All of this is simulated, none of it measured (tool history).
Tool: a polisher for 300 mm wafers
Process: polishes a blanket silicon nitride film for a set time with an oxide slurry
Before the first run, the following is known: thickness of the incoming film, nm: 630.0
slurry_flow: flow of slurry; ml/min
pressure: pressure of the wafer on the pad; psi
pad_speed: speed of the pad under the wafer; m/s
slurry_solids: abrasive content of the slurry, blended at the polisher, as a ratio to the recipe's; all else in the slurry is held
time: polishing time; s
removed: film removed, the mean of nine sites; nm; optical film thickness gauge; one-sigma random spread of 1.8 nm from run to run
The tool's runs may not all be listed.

| run | hour | slurry_flow | pressure | pad_speed | slurry_solids | time | removed |
|---|---|---|---|---|---|---|---|
| 1 | 0.0 | 285 | 4.4 | 0.94 | 1.00 | 101 | 84.460 |
| 2 | 6.0 | 285 | 4.4 | 0.94 | 1.00 | 106 | 87.656 |
| 3 | 7.9 | 285 | 4.4 | 0.78 | 1.00 | 106 | 75.729 |
| 4 | 11.7 | 285 | 4.4 | 0.78 | 1.15 | 106 | 78.834 |
| 5 | 14.0 | 285 | 4.4 | 0.60 | 1.15 | 106 | 64.421 |
| 6 | 15.9 | 285 | 4.4 | 0.74 | 1.15 | 106 | 76.212 |
| 7 | 19.7 | 285 | 4.8 | 0.74 | 1.15 | 106 | 83.698 |

What does the tool deliver on the next run?
| 8 | 20.8 | 285 | 5.1 | 0.74 | 1.15 | 106 | ? |

Run 8 measured removed 87.434 nm.
